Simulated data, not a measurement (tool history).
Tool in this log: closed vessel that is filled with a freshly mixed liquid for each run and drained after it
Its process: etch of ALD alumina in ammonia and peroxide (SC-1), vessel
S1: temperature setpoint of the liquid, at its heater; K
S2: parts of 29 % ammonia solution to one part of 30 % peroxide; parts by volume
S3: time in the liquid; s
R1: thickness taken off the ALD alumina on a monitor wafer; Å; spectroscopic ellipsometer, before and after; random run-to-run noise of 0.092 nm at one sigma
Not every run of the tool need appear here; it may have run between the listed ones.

run	hour	S1	S2	S3	R1
1	0.0	331.15	0.95	155	212.56
2	2.6	331.15	0.95	155	211.48
3	4.7	328.65	0.95	155	187.79
4	7.9	335.15	0.95	155	260.90
5	17.2	335.15	1.15	155	263.96
6	21.1	332.15	1.15	155	229.62

Predict the results of run 7:
7	24.7	329.65	1.15	155	?

R1: 201.40 Å

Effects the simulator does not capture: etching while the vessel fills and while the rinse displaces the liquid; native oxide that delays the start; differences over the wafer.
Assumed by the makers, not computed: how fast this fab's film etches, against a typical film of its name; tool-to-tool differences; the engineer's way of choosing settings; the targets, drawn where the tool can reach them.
